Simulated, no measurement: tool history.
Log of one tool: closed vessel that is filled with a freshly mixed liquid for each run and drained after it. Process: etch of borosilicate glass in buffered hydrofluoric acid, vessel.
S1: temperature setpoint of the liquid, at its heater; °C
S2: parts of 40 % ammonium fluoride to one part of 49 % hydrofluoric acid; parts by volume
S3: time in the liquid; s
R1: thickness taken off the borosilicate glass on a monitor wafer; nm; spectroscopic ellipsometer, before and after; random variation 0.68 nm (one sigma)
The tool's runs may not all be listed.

Run 1, hour 0.0: S1 25.0 °C, S2 17.0 parts by volume, S3 100 s. Result: R1 80.291 nm.
Run 2, hour 3.8: S1 25.0 °C, S2 14.5 parts by volume, S3 100 s. Result: R1 91.910 nm.
Run 3, hour 8.1: S1 23.5 °C, S2 14.5 parts by volume, S3 100 s. Result: R1 88.037 nm.
Run 4, hour 13.3: S1 23.5 °C, S2 14.5 parts by volume, S3 105 s. Result: R1 89.917 nm.
Run 5, hour 16.0: S1 22.0 °C, S2 14.5 parts by volume, S3 105 s. Result: R1 83.664 nm.
Run 6, hour 25.0: S1 20.0 °C, S2 14.5 parts by volume, S3 105 s. Result: R1 75.063 nm.
Run 7, hour 27.6: S1 20.0 °C, S2 14.5 parts by volume, S3 105 s. Result: R1 74.348 nm.

The next listed run, before its measurement:
Run 8, hour 36.0: S1 19.5 °C, S2 14.5 parts by volume, S3 105 s. Result: R1 ?.

{"run 8": {"R1": 73.326}}

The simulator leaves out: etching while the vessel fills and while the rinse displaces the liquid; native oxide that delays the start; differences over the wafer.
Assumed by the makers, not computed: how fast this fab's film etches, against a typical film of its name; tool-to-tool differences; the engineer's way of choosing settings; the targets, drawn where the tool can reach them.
